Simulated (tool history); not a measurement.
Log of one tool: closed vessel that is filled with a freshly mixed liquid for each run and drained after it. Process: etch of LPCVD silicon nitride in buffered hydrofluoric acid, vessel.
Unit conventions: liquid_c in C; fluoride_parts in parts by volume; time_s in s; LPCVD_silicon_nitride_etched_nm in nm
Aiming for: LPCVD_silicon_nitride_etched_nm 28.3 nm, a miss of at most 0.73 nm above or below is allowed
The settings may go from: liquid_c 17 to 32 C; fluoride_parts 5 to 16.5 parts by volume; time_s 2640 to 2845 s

run	hour	liquid_c	fluoride_parts	time_s	LPCVD_silicon_nitride_etched_nm
1	0	24	10	2640	40.998
2	8.8	24	10	2845	44.704
3	10.4	22	10.5	2845	38.125
4	19.1	22	8	2845	48.205
5	20.8	20.5	8.5	2840	41.811
6	25.7	19.5	9	2840	36.786
7	32.9	19	9.5	2840	35.004
8	35.8	17	11	2835	27.285

Below are 5 possible settings for the next run. Only one of them brings all results inside the allowed miss of their targets. Which is it?
A	38.7	17	11	2715	?
B	38.7	17	11	2735	?
C	38.7	17.5	10.5	2755	?
D	38.7	17	11	2700	?
E	38.7	17	11	2830	?

move	LPCVD_silicon_nitride_etched_nm
A	26.056
B	26.248
C	28.468
D	25.912
E	27.16
A: lands further from the targets than the last run did
B: lands further from the targets than the last run did
C: every result within its allowed miss
D: lands further from the targets than the last run did
E: lands further from the targets than the last run did
C meets every target.
